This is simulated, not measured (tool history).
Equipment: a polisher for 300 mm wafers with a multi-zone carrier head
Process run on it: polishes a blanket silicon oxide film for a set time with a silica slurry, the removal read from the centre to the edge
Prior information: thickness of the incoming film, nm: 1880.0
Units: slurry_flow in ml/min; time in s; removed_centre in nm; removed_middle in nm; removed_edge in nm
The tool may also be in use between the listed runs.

| run | hour | slurry_flow | centre_zone | middle_zone | edge_zone | slurry_solids | time | removed_centre | removed_middle | removed_edge |
|---|---|---|---|---|---|---|---|---|---|---|
| 1 | 0.0 | 290 | 1.00 | 1.00 | 1.00 | 1.00 | 46 | 86.869 | 84.086 | 85.987 |
| 2 | 2.7 | 290 | 1.00 | 0.97 | 0.97 | 0.85 | 42 | 71.339 | 68.263 | 69.697 |
| 3 | 6.6 | 290 | 1.00 | 0.93 | 0.95 | 0.75 | 40 | 62.466 | 60.145 | 59.572 |
| 4 | 8.9 | 290 | 1.00 | 0.93 | 0.98 | 0.75 | 40 | 61.137 | 58.755 | 60.152 |
| 5 | 13.8 | 290 | 1.02 | 0.90 | 0.98 | 0.70 | 39 | 57.426 | 52.844 | 57.392 |
| 6 | 21.1 | 240 | 1.02 | 0.90 | 0.98 | 0.70 | 39 | 57.009 | 51.846 | 56.138 |

The next listed run, before its measurement:
| 7 | 25.2 | 240 | 1.02 | 0.90 | 0.98 | 0.70 | 39 | ? | ? | ? |

Run 7 measured removed_centre 56.544 nm, removed_middle 50.607 nm, removed_edge 54.952 nm.
